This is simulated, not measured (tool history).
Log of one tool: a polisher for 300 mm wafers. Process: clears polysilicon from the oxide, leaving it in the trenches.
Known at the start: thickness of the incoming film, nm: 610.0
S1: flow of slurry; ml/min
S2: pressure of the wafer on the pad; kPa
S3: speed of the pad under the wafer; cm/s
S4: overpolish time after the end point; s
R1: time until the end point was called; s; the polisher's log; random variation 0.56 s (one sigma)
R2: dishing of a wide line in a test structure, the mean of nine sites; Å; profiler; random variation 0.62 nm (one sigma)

run 1 hour=0 | S1=310 S2=20 S3=116 S4=9 | R1=39.186 R2=524.63
run 2 hour=3.5 | S1=310 S2=18.6 S3=116 S4=7 | R1=42.2 R2=496.66
run 3 hour=7.7 | S1=310 S2=17.9 S3=116 S4=6 | R1=42.962 R2=441.55
run 4 hour=8.3 | S1=315 S2=15.2 S3=126 S4=5 | R1=47.191 R2=399.78
run 5 hour=13 | S1=315 S2=20 S3=126 S4=5 | R1=37.101 R2=441.7
run 6 hour=19.5 | S1=315 S2=20 S3=126 S4=3 | R1=36.606 R2=354.62
run 7 hour=23.4 | S1=325 S2=18.6 S3=124 S4=3 | R1=39.38 R2=328.15
run 8 hour=31 | S1=330 S2=17.9 S3=124 S4=3 | R1=41.814 R2=326.44

The next listed run, before its measurement:
run 9 hour=39.2 | S1=340 S2=17.2 S3=124 S4=3 | R1=? R2=?

R1: 42.992 s
R2: 322.01 Å

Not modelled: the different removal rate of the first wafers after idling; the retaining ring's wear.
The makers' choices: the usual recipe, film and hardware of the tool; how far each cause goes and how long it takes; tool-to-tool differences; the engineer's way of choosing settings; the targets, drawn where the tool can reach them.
